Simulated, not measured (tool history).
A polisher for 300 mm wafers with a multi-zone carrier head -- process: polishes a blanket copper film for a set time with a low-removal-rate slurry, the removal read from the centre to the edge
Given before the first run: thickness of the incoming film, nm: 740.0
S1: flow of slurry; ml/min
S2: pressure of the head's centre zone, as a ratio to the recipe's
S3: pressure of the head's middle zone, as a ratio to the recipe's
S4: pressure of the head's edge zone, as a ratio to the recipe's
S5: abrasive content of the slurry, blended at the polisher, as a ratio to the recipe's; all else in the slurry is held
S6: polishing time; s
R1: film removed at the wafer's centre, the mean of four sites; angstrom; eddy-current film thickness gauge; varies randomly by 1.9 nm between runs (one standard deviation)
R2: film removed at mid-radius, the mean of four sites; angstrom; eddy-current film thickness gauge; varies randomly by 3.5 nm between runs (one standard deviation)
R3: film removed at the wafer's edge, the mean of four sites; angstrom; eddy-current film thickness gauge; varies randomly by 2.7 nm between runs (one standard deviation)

{"run": 1, "day": 0.0, "S1": 225, "S2": 1.0, "S3": 1.0, "S4": 1.0, "S5": 1.0, "S6": 62, "R1": 1671.4, "R2": 1678.2, "R3": 1726.5}
{"run": 2, "day": 0.258, "S1": 225, "S2": 1.0, "S3": 1.0, "S4": 1.0, "S5": 0.8, "S6": 62, "R1": 1618.7, "R2": 1639.0, "R3": 1676.4}
{"run": 3, "day": 0.45, "S1": 230, "S2": 0.98, "S3": 1.03, "S4": 1.03, "S5": 0.9, "S6": 65, "R1": 1664.1, "R2": 1821.5, "R3": 1816.8}
{"run": 4, "day": 0.658, "S1": 235, "S2": 0.97, "S3": 1.05, "S4": 1.06, "S5": 1.0, "S6": 67, "R1": 1747.7, "R2": 1937.0, "R3": 1951.7}
{"run": 5, "day": 0.95, "S1": 240, "S2": 0.96, "S3": 1.08, "S4": 1.08, "S5": 1.1, "S6": 68, "R1": 1787.9, "R2": 2063.7, "R3": 2039.1}
{"run": 6, "day": 1.217, "S1": 245, "S2": 0.95, "S3": 1.1, "S4": 1.1, "S5": 1.15, "S6": 69, "R1": 1793.7, "R2": 2112.2, "R3": 2106.4}
{"run": 7, "day": 1.45, "S1": 250, "S2": 0.94, "S3": 1.12, "S4": 1.1, "S5": 1.2, "S6": 70, "R1": 1842.8, "R2": 2152.1, "R3": 2147.3}
{"run": 8, "day": 1.729, "S1": 240, "S2": 0.93, "S3": 1.13, "S4": 1.1, "S5": 1.2, "S6": 72, "R1": 1862.4, "R2": 2209.8, "R3": 2186.8}

Forecast run 9:
{"run": 9, "day": 1.904, "S1": 260, "S2": 0.92, "S3": 1.14, "S4": 1.11, "S5": 1.2, "S6": 73, "R1": "?", "R2": "?", "R3": "?"}

Logged for run 9: R1 1901.1 angstrom, R2 2418.4 angstrom, R3 2182.1 angstrom.
